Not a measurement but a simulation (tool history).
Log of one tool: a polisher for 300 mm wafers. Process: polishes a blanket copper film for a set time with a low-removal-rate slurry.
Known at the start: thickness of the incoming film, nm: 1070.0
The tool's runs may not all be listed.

run	day	flow of slurry (ml/min)	pressure of the wafer on the pad (psi)	speed of the pad under the wafer (cm/s)	abrasive content of the slurry	polishing time (s)	film removed (nm)
1	0.000	165	2.1	122	1.0	115	375.03
2	0.375	165	1.9	120	1.0	115	339.90
3	0.471	165	1.8	118	1.0	115	322.92
4	0.517	165	1.8	118	1.0	120	330.95
5	0.617	165	2.3	118	1.0	120	423.77
6	0.750	165	2.1	116	1.0	120	371.24
7	1.117	165	1.9	114	1.0	120	344.95

Run 8 comes next. What will it give?
8	1.208	165	1.8	110	1.0	120	?

film removed (nm): 312.30
